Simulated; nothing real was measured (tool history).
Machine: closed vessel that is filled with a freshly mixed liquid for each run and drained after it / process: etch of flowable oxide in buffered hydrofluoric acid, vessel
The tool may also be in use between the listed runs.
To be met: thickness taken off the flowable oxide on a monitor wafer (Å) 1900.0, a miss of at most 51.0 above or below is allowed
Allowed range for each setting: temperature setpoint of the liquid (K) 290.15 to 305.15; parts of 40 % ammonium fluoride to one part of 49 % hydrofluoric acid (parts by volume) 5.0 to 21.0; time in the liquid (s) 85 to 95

run	hour	temperature setpoint of the liquid (K)	parts of 40 % ammonium fluoride to one part of 49 % hydrofluoric acid (parts by volume)	time in the liquid (s)	thickness taken off the flowable oxide on a monitor wafer (Å)
1	0.0	298.15	13.0	85	2393.9
2	1.5	297.65	13.0	85	2330.7
3	3.3	297.15	13.0	85	2270.4
4	11.5	294.65	13.0	85	1997.1
5	20.0	296.65	13.0	85	2233.6
6	24.1	296.65	13.0	95	2466.9
7	29.5	295.65	13.0	95	2350.1
8	36.3	295.15	13.0	95	2295.2
9	38.0	294.65	13.0	95	2219.0
# hour 39.9: thermometer replaced
10	39.9	294.15	13.0	95	2038.4
11	48.7	293.65	13.0	95	1984.3

Of the 5 settings listed for the next run, only one would bring every result within its allowed miss of target. Which one?
A	57.5	290.65	11.5	95	?
B	57.5	295.65	13.5	95	?
C	57.5	293.65	13.5	90	?
D	57.5	291.65	13.0	95	?
E	57.5	292.65	12.5	85	?

move	thickness taken off the flowable oxide on a monitor wafer (Å)
A	1891.3
B	2139.2
C	1813.7
D	1775.3
E	1746.5
A: all results in spec
B: the biggest miss grows against the last run
C: takes the result that was furthest off past its target
D: takes the result that was furthest off past its target
E: takes the result that was furthest off past its target
So the answer is move A, the one that meets all the targets.
